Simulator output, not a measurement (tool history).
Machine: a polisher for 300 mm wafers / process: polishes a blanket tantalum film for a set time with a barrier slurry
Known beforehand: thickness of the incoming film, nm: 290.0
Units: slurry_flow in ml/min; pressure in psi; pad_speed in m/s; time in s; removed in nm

Run 1, hour 0.0: slurry_flow 240 ml/min, pressure 2.5 psi, pad_speed 1.02 m/s, slurry_solids 1.0, time 64 s. Result: removed 118.740 nm.
Run 2, hour 7.0: slurry_flow 240 ml/min, pressure 2.2 psi, pad_speed 1.02 m/s, slurry_solids 1.0, time 64 s. Result: removed 106.160 nm.
Run 3, hour 15.7: slurry_flow 240 ml/min, pressure 2.7 psi, pad_speed 1.02 m/s, slurry_solids 1.0, time 64 s. Result: removed 123.450 nm.
Run 4, hour 18.8: slurry_flow 240 ml/min, pressure 2.7 psi, pad_speed 0.78 m/s, slurry_solids 1.0, time 64 s. Result: removed 96.275 nm.
Run 5, hour 19.7: slurry_flow 245 ml/min, pressure 3.1 psi, pad_speed 0.78 m/s, slurry_solids 1.0, time 64 s. Result: removed 106.610 nm.
Run 6, hour 20.9: slurry_flow 245 ml/min, pressure 3.1 psi, pad_speed 0.88 m/s, slurry_solids 1.0, time 64 s. Result: removed 120.580 nm.
Run 7, hour 27.2: slurry_flow 245 ml/min, pressure 3.3 psi, pad_speed 0.88 m/s, slurry_solids 1.0, time 64 s. Result: removed 124.110 nm.
Run 8, hour 36.1: slurry_flow 245 ml/min, pressure 3.5 psi, pad_speed 0.88 m/s, slurry_solids 1.0, time 64 s. Result: removed 131.590 nm.
Run 9, hour 41.7: slurry_flow 245 ml/min, pressure 3.6 psi, pad_speed 0.88 m/s, slurry_solids 1.0, time 64 s. Result: removed 134.080 nm.

What will run 10 give?
Run 10, hour 45.2: slurry_flow 250 ml/min, pressure 3.7 psi, pad_speed 0.88 m/s, slurry_solids 1.0, time 64 s. Result: removed ?.

{"run 10": {"removed": 139.37}}
